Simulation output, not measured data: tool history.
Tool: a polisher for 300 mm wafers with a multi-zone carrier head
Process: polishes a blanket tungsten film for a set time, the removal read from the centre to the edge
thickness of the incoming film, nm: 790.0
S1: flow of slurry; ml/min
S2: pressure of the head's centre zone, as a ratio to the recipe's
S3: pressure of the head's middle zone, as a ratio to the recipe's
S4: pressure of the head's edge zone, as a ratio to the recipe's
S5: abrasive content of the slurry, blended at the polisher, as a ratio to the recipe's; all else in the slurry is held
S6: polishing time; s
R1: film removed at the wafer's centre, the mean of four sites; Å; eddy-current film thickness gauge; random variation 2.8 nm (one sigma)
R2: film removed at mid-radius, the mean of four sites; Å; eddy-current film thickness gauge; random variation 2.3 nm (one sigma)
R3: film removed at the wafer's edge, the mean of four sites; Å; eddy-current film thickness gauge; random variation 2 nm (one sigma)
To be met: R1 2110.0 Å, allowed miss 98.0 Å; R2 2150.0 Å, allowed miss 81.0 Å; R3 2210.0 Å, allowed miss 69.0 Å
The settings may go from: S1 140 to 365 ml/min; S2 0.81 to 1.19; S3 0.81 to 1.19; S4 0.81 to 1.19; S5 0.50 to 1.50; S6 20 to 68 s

Run 1, hour 0.0: S1 235 ml/min, S2 1.00, S3 1.00, S4 1.00, S5 1.00, S6 44 s. Result: R1 1487.8 Å, R2 1468.9 Å, R3 1457.8 Å.
Run 2, hour 0.7: S1 240 ml/min, S2 1.00, S3 1.01, S4 1.03, S5 1.10, S6 46 s. Result: R1 1583.6 Å, R2 1590.3 Å, R3 1628.9 Å.
Run 3, hour 1.7: S1 240 ml/min, S2 1.00, S3 1.01, S4 1.06, S5 1.10, S6 46 s. Result: R1 1558.1 Å, R2 1621.9 Å, R3 1640.3 Å.
Run 4, hour 3.6: S1 240 ml/min, S2 1.00, S3 1.01, S4 1.06, S5 1.10, S6 52 s. Result: R1 1767.5 Å, R2 1777.8 Å, R3 1811.0 Å.
Run 5, hour 12.4: S1 250 ml/min, S2 1.02, S3 1.02, S4 1.08, S5 1.15, S6 52 s. Result: R1 1853.1 Å, R2 1817.1 Å, R3 1872.1 Å.
Run 6, hour 13.6: S1 255 ml/min, S2 1.02, S3 1.04, S4 1.10, S5 1.20, S6 52 s. Result: R1 1889.9 Å, R2 1907.8 Å, R3 1911.8 Å.
Run 7, hour 16.1: S1 260 ml/min, S2 1.02, S3 1.04, S4 1.11, S5 1.25, S6 52 s. Result: R1 1908.8 Å, R2 1904.6 Å, R3 1972.8 Å.
Run 8, hour 23.8: S1 265 ml/min, S2 1.02, S3 1.05, S4 1.12, S5 1.30, S6 52 s. Result: R1 1918.8 Å, R2 1975.0 Å, R3 1965.8 Å.
Run 9, hour 24.6: S1 265 ml/min, S2 1.02, S3 1.05, S4 1.13, S5 1.35, S6 53 s. Result: R1 2000.7 Å, R2 1981.6 Å, R3 2023.4 Å.
Run 10, hour 32.0: S1 270 ml/min, S2 1.02, S3 1.05, S4 1.14, S5 1.35, S6 53 s. Result: R1 1979.5 Å, R2 2015.6 Å, R3 2072.3 Å.
Run 11, hour 38.9: S1 275 ml/min, S2 1.02, S3 1.06, S4 1.15, S5 1.35, S6 53 s. Result: R1 1992.6 Å, R2 2034.1 Å, R3 2050.9 Å.
Run 12, hour 41.8: S1 275 ml/min, S2 1.02, S3 1.06, S4 1.16, S5 1.40, S6 53 s. Result: R1 2039.2 Å, R2 2078.6 Å, R3 2105.6 Å.
Run 13, hour 48.6: S1 280 ml/min, S2 1.02, S3 1.06, S4 1.17, S5 1.40, S6 53 s. Result: R1 2038.9 Å, R2 2079.0 Å, R3 2096.1 Å.

5 next moves are on the table. One of them brings every result within its allowed miss. Which?
Run A, hour 55.4: S1 190 ml/min, S2 1.07, S3 0.98, S4 1.19, S5 1.10, S6 66 s. Result: R1 ?, R2 ?, R3 ?.
Run B, hour 55.4: S1 300 ml/min, S2 0.98, S3 1.00, S4 1.08, S5 1.40, S6 58 s. Result: R1 ?, R2 ?, R3 ?.
Run C, hour 55.4: S1 320 ml/min, S2 1.04, S3 1.08, S4 1.08, S5 1.50, S6 53 s. Result: R1 ?, R2 ?, R3 ?.
Run D, hour 55.4: S1 320 ml/min, S2 1.01, S3 1.15, S4 1.15, S5 1.45, S6 55 s. Result: R1 ?, R2 ?, R3 ?.
Run E, hour 55.4: S1 280 ml/min, S2 0.98, S3 0.93, S4 1.19, S5 1.45, S6 57 s. Result: R1 ?, R2 ?, R3 ?.

move      R1      R2      R3
   A  2361.2  2131.8  2398.9
   B  2167.7  2161.7  2238.4
   C  2158.0  2160.6  2091.0
   D  2156.1  2345.3  2218.4
   E  2131.6  2002.2  2322.5
A: takes the result that was furthest off past its target
B: meets every target
C: as far off as the last run
D: brings the result that was furthest off to its target, and leaves another outside
E: takes the result that was furthest off past its target
The right move is B.
